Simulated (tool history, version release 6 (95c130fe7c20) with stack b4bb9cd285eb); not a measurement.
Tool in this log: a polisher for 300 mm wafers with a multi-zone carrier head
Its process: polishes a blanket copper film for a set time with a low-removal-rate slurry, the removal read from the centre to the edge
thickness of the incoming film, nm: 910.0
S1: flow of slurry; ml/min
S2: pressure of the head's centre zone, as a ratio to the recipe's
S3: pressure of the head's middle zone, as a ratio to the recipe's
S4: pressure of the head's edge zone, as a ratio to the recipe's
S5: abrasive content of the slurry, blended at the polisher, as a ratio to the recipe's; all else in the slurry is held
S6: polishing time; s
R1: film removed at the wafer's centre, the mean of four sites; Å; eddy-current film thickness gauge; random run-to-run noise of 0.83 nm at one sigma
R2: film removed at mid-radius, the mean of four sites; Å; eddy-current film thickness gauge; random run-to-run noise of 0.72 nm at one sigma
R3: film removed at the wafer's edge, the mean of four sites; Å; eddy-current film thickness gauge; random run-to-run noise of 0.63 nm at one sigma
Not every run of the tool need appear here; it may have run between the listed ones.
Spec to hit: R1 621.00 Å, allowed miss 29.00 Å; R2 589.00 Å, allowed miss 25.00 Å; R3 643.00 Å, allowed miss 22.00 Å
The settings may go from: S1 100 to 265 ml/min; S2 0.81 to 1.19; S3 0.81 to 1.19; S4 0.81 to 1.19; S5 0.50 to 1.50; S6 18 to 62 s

run 1 hour=0.0 | S1=170 S2=1.00 S3=1.00 S4=1.00 S5=1.00 S6=40 | R1=870.38 R2=858.43 R3=884.07
run 2 hour=2.0 | S1=140 S2=1.00 S3=1.00 S4=1.00 S5=1.00 S6=40 | R1=831.33 R2=820.15 R3=857.79
run 3 hour=6.3 | S1=135 S2=0.99 S3=0.98 S4=0.98 S5=0.90 S6=39 | R1=775.50 R2=775.02 R3=804.39
run 4 hour=14.9 | S1=130 S2=0.99 S3=0.95 S4=0.97 S5=0.80 S6=38 | R1=722.25 R2=718.48 R3=769.12
run 5 hour=22.5 | S1=130 S2=0.99 S3=0.95 S4=0.97 S5=0.80 S6=43 | R1=812.05 R2=806.75 R3=868.62
run 6 hour=28.0 | S1=130 S2=1.00 S3=0.94 S4=0.95 S5=0.75 S6=41 | R1=793.40 R2=749.80 R3=806.50
run 7 hour=30.2 | S1=130 S2=0.99 S3=0.93 S4=0.93 S5=0.70 S6=40 | R1=748.87 R2=698.53 R3=752.03
run 8 hour=34.3 | S1=130 S2=0.97 S3=0.92 S4=0.91 S5=0.65 S6=40 | R1=738.73 R2=698.29 R3=738.53
run 9 hour=37.3 | S1=125 S2=0.96 S3=0.90 S4=0.90 S5=0.60 S6=40 | R1=685.23 R2=658.26 R3=723.32
run 10 hour=41.8 | S1=125 S2=0.96 S3=0.89 S4=0.89 S5=0.60 S6=40 | R1=683.74 R2=653.28 R3=721.90
run 11 hour=50.4 | S1=125 S2=0.96 S3=0.89 S4=0.88 S5=0.60 S6=40 | R1=702.71 R2=685.81 R3=719.06
run 12 hour=55.6 | S1=125 S2=0.96 S3=0.88 S4=0.88 S5=0.60 S6=39 | R1=670.19 R2=638.90 R3=692.90
run 13 hour=64.0 | S1=125 S2=0.96 S3=0.87 S4=0.87 S5=0.60 S6=39 | R1=651.52 R2=634.62 R3=681.65
run 14 hour=67.6 | S1=125 S2=0.96 S3=0.86 S4=0.86 S5=0.60 S6=39 | R1=676.98 R2=635.19 R3=693.42
run 15 hour=75.8 | S1=125 S2=0.96 S3=0.86 S4=0.85 S5=0.60 S6=39 | R1=666.15 R2=641.02 R3=690.03

Of the 5 settings listed for the next run, only one would bring every result within its allowed miss of target. Which one?
run A hour=84.0 | S1=135 S2=0.98 S3=0.88 S4=0.85 S5=0.70 S6=38 | R1=? R2=? R3=?
run B hour=84.0 | S1=150 S2=0.93 S3=0.87 S4=0.94 S5=0.70 S6=38 | R1=? R2=? R3=?
run C hour=84.0 | S1=100 S2=0.84 S3=0.81 S4=0.90 S5=0.70 S6=39 | R1=? R2=? R3=?
run D hour=84.0 | S1=120 S2=0.88 S3=0.89 S4=0.84 S5=0.65 S6=40 | R1=? R2=? R3=?
run E hour=84.0 | S1=105 S2=1.00 S3=0.91 S4=0.89 S5=0.55 S6=38 | R1=? R2=? R3=?

move=A R1=713.72 R2=671.37 R3=705.20
move=B R1=696.81 R2=683.35 R3=742.58
move=C R1=569.44 R2=603.23 R3=695.27
move=D R1=641.98 R2=678.38 R3=711.36
move=E R1=634.41 R2=602.51 R3=644.69
A: lands further from the targets than the last run did
B: lands further from the targets than the last run did
C: lands further from the targets than the last run did
D: lands further from the targets than the last run did
E: all results in spec
E meets every target.

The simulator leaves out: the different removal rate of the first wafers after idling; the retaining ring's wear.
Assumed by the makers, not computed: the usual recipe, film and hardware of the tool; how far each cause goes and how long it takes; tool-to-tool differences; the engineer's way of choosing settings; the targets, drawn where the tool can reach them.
